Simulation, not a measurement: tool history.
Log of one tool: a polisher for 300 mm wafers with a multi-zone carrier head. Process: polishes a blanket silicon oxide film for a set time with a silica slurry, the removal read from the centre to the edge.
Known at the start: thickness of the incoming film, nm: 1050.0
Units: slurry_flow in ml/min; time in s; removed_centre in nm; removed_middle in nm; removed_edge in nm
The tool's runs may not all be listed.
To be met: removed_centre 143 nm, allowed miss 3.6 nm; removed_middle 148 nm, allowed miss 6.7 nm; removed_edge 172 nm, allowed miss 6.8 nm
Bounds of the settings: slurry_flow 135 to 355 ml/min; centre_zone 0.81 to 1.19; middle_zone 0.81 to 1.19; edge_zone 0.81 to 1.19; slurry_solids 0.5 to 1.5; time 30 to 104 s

| run | hour | slurry_flow | centre_zone | middle_zone | edge_zone | slurry_solids | time | removed_centre | removed_middle | removed_edge |
|---|---|---|---|---|---|---|---|---|---|---|
| 1 | 0 | 225 | 1 | 1 | 1 | 1 | 67 | 202.66 | 207.51 | 212.32 |
| 2 | 3.7 | 220 | 0.98 | 0.98 | 0.99 | 0.95 | 67 | 196.76 | 201 | 212.29 |
| 3 | 8.4 | 220 | 0.98 | 1.06 | 0.99 | 0.95 | 67 | 196.15 | 214.97 | 208.48 |
| 4 | 15.6 | 170 | 0.98 | 1.06 | 0.99 | 0.95 | 67 | 185.69 | 205.68 | 203.02 |
| 5 | 24.1 | 170 | 1.03 | 1.06 | 0.99 | 0.95 | 67 | 195.02 | 206.25 | 202.01 |
| 6 | 28.1 | 170 | 1.01 | 1.04 | 0.99 | 0.9 | 67 | 186.2 | 196.6 | 197.4 |
| 7 | 29 | 170 | 1 | 1.02 | 0.99 | 0.85 | 67 | 181.42 | 188.36 | 193.59 |
| 8 | 30.8 | 155 | 0.9 | 0.92 | 0.93 | 0.6 | 67 | 141.28 | 145.98 | 157.52 |
| 9 | 32.3 | 175 | 0.89 | 0.91 | 1.03 | 0.65 | 67 | 148.09 | 156.18 | 176.15 |
| 10 | 35.3 | 170 | 0.89 | 0.91 | 1.03 | 0.65 | 67 | 145.71 | 151.77 | 176.94 |

Which of these 4 next moves meets every target?
| A | 38.3 | 140 | 0.91 | 0.81 | 0.96 | 0.65 | 71 | ? | ? | ? |
| B | 38.3 | 190 | 0.89 | 0.93 | 1 | 0.75 | 62 | ? | ? | ? |
| C | 38.3 | 145 | 0.92 | 0.91 | 1.09 | 0.6 | 68 | ? | ? | ? |
| D | 38.3 | 150 | 0.93 | 0.81 | 1.12 | 0.75 | 65 | ? | ? | ? |

| move | removed_centre | removed_middle | removed_edge |
|---|---|---|---|
| A | 151.42 | 144.93 | 173.62 |
| B | 148.73 | 158.75 | 172.2 |
| C | 142.62 | 146.77 | 171.48 |
| D | 153.22 | 143.67 | 184.83 |
A: further off than the last run
B: further off than the last run
C: meets every target
D: further off than the last run
Move C is the one to make.

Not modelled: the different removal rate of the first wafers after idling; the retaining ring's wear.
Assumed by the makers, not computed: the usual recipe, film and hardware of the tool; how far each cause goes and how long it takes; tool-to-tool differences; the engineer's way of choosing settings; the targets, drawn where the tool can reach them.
